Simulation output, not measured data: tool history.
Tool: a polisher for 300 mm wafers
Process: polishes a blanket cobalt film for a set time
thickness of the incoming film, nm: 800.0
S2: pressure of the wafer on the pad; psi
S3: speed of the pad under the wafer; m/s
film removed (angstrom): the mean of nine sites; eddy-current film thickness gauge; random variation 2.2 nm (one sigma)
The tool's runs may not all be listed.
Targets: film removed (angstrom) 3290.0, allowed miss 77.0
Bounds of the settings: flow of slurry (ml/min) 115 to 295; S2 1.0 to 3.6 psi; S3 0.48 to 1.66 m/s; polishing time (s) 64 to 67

Run 1, hour 0.0: flow of slurry (ml/min) 190, S2 2.3 psi, S3 1.06 m/s, polishing time (s) 64. Result: film removed (angstrom) 4622.0.
Run 2, hour 5.2: flow of slurry (ml/min) 155, S2 2.3 psi, S3 1.06 m/s, polishing time (s) 64. Result: film removed (angstrom) 4475.3.
Run 3, hour 8.6: flow of slurry (ml/min) 150, S2 2.1 psi, S3 1.06 m/s, polishing time (s) 64. Result: film removed (angstrom) 4122.1.
Run 4, hour 15.9: flow of slurry (ml/min) 145, S2 1.9 psi, S3 1.06 m/s, polishing time (s) 64. Result: film removed (angstrom) 3758.5.
Run 5, hour 20.5: flow of slurry (ml/min) 145, S2 1.9 psi, S3 1.28 m/s, polishing time (s) 64. Result: film removed (angstrom) 4505.9.
Run 6, hour 26.0: flow of slurry (ml/min) 115, S2 1.9 psi, S3 1.28 m/s, polishing time (s) 64. Result: film removed (angstrom) 4288.3.
Run 7, hour 33.2: flow of slurry (ml/min) 115, S2 1.7 psi, S3 1.28 m/s, polishing time (s) 64. Result: film removed (angstrom) 3887.2.
Run 8, hour 36.8: flow of slurry (ml/min) 115, S2 1.3 psi, S3 1.28 m/s, polishing time (s) 64. Result: film removed (angstrom) 3172.4.
Run 9, hour 42.4: flow of slurry (ml/min) 120, S2 1.3 psi, S3 1.28 m/s, polishing time (s) 64. Result: film removed (angstrom) 3210.6.

Which of these 5 next moves meets every target?
Run A, hour 48.0: flow of slurry (ml/min) 115, S2 1.3 psi, S3 1.26 m/s, polishing time (s) 64. Result: film removed (angstrom) ?.
Run B, hour 48.0: flow of slurry (ml/min) 155, S2 1.1 psi, S3 1.30 m/s, polishing time (s) 64. Result: film removed (angstrom) ?.
Run C, hour 48.0: flow of slurry (ml/min) 140, S2 1.4 psi, S3 1.12 m/s, polishing time (s) 64. Result: film removed (angstrom) ?.
Run D, hour 48.0: flow of slurry (ml/min) 155, S2 1.2 psi, S3 1.16 m/s, polishing time (s) 67. Result: film removed (angstrom) ?.
Run E, hour 48.0: flow of slurry (ml/min) 215, S2 1.2 psi, S3 1.26 m/s, polishing time (s) 64. Result: film removed (angstrom) ?.

move  film removed (angstrom)
   A                   3130.4
   B                   3051.3
   C                   3094.7
   D                   3046.3
   E                   3321.2
A: further off than the last run
B: further off than the last run
C: further off than the last run
D: further off than the last run
E: meets every target
Move E is the one to make.

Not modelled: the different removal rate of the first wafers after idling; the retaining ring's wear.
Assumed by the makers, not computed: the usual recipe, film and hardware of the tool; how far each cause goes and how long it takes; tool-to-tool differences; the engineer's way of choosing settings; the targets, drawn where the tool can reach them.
